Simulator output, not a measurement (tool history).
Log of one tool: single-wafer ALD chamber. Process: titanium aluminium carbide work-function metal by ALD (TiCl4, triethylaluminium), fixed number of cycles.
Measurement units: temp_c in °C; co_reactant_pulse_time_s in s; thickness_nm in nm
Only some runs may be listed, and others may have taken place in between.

run,hour,temp_c,co_reactant_pulse_time_s,thickness_nm
1,0.0,310,8.85,2.0595
2,2.5,312,8.99,2.0746
3,11.1,314,9.15,2.0926
4,12.7,314,7.06,2.0271
5,18.0,319,7.06,2.0648
6,26.9,321,7.29,2.0821
7,29.5,322,7.54,2.1029
8,30.4,323,7.71,2.1207

Run 9, settings as shown, results not yet in. Your forecast:
9,33.8,324,7.81,?

{"run 9": {"thickness_nm": 2.1256}}
